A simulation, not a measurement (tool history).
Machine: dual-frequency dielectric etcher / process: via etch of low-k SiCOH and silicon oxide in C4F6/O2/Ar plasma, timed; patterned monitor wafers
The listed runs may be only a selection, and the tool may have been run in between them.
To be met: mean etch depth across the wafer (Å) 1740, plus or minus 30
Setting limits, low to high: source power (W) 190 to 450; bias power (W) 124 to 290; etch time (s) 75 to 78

| run | hour | source power (W) | bias power (W) | etch time (s) | mean etch depth across the wafer (Å) |
|---|---|---|---|---|---|
| 1 | 0 | 320 | 207 | 75 | 2051.6 |
| 2 | 0.9 | 320 | 207 | 78 | 2117.2 |
| 3 | 6.9 | 320 | 220 | 78 | 2146 |
| 4 | 15.4 | 300 | 212 | 77.5 | 2063.5 |
| 5 | 17.4 | 340 | 212 | 77.5 | 2160.3 |
| 6 | 20.8 | 370 | 212 | 77.5 | 2247.6 |
| 7 | 22.1 | 370 | 212 | 77.5 | 2231.2 |
| 8 | 25.5 | 350 | 202 | 77 | 2126.6 |
| 9 | 26.2 | 330 | 197 | 77 | 2067.2 |
| 10 | 30.6 | 310 | 194 | 77 | 2025.7 |
| 11 | 39.5 | 290 | 190 | 77 | 1948.2 |
| 12 | 44.2 | 280 | 189 | 77 | 1944.2 |
| 13 | 45.5 | 270 | 186 | 77 | 1892 |
| 14 | 49.4 | 260 | 185 | 77 | 1870.4 |
| 15 | 50.6 | 200 | 178 | 77 | 1687.6 |

Exactly one of the 4 candidate moves below puts every result within its allowed miss. Which one?
| A | 51.8 | 240 | 170 | 76 | ? |
| B | 51.8 | 190 | 178 | 78 | ? |
| C | 51.8 | 190 | 171 | 75 | ? |
| D | 51.8 | 190 | 189 | 75 | ? |

| move | mean etch depth across the wafer (Å) |
|---|---|
| A | 1748.7 |
| B | 1684.1 |
| C | 1597.2 |
| D | 1653.2 |
A: meets every target
B: the biggest miss grows against the last run
C: the biggest miss grows against the last run
D: the biggest miss grows against the last run
A is the move that brings every result within its allowed miss.
